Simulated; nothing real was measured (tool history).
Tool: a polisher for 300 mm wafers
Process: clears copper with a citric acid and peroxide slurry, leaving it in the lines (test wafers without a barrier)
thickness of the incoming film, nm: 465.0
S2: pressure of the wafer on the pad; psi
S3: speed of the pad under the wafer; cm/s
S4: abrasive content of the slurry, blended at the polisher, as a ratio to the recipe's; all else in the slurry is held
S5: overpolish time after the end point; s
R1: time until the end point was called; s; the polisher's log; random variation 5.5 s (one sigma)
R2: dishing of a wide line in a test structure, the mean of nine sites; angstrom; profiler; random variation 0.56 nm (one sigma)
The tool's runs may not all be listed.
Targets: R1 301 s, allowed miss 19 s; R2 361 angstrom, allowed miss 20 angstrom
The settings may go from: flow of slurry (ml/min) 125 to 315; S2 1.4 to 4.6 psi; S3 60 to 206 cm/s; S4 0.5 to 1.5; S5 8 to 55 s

{"run": 1, "day": 0.0, "flow of slurry (ml/min)": 205, "S2": 3, "S3": 132, "S4": 1, "S5": 28, "R1": 198.85, "R2": 397.75}
{"run": 2, "day": 0.279, "flow of slurry (ml/min)": 205, "S2": 2.6, "S3": 130, "S4": 1, "S5": 30, "R1": 230.25, "R2": 360.5}
{"run": 3, "day": 0.508, "flow of slurry (ml/min)": 205, "S2": 2.6, "S3": 130, "S4": 1, "S5": 21, "R1": 229.65, "R2": 283.58}
{"run": 4, "day": 0.742, "flow of slurry (ml/min)": 255, "S2": 2.6, "S3": 130, "S4": 1, "S5": 21, "R1": 231.7, "R2": 285.97}
{"run": 5, "day": 1.008, "flow of slurry (ml/min)": 255, "S2": 2.6, "S3": 130, "S4": 0.85, "S5": 21, "R1": 226.41, "R2": 283.35}
{"run": 6, "day": 1.271, "flow of slurry (ml/min)": 255, "S2": 2.4, "S3": 126, "S4": 0.85, "S5": 27, "R1": 259.72, "R2": 313.26}
{"run": 7, "day": 1.471, "flow of slurry (ml/min)": 255, "S2": 2.3, "S3": 124, "S4": 0.85, "S5": 30, "R1": 279.38, "R2": 333.06}
{"run": 8, "day": 1.817, "flow of slurry (ml/min)": 255, "S2": 2.3, "S3": 124, "S4": 0.85, "S5": 31, "R1": 275.81, "R2": 331.84}
{"run": 9, "day": 2.162, "flow of slurry (ml/min)": 255, "S2": 2.3, "S3": 124, "S4": 0.85, "S5": 33, "R1": 279.34, "R2": 347.06}
{"run": 10, "day": 2.521, "flow of slurry (ml/min)": 255, "S2": 2.3, "S3": 124, "S4": 0.85, "S5": 34, "R1": 278.3, "R2": 355.02}

5 next moves are on the table. One of them brings every result within its allowed miss. Which?
{"run": "A", "day": 2.879, "flow of slurry (ml/min)": 235, "S2": 2.7, "S3": 114, "S4": 0.85, "S5": 31, "R1": "?", "R2": "?"}
{"run": "B", "day": 2.879, "flow of slurry (ml/min)": 265, "S2": 1.7, "S3": 168, "S4": 1.05, "S5": 37, "R1": "?", "R2": "?"}
{"run": "C", "day": 2.879, "flow of slurry (ml/min)": 285, "S2": 2.7, "S3": 94, "S4": 0.9, "S5": 37, "R1": "?", "R2": "?"}
{"run": "D", "day": 2.879, "flow of slurry (ml/min)": 265, "S2": 2.7, "S3": 120, "S4": 0.9, "S5": 26, "R1": "?", "R2": "?"}
{"run": "E", "day": 2.879, "flow of slurry (ml/min)": 310, "S2": 1.9, "S3": 154, "S4": 0.8, "S5": 33, "R1": "?", "R2": "?"}

move=A R1=258.53 R2=353.53
move=B R1=265.01 R2=380.45
move=C R1=303.34 R2=358.24
move=D R1=241.34 R2=327.5
move=E R1=267.61 R2=353.55
A: further off than the last run
B: further off than the last run
C: meets every target
D: further off than the last run
E: further off than the last run
Move C is the one to make.
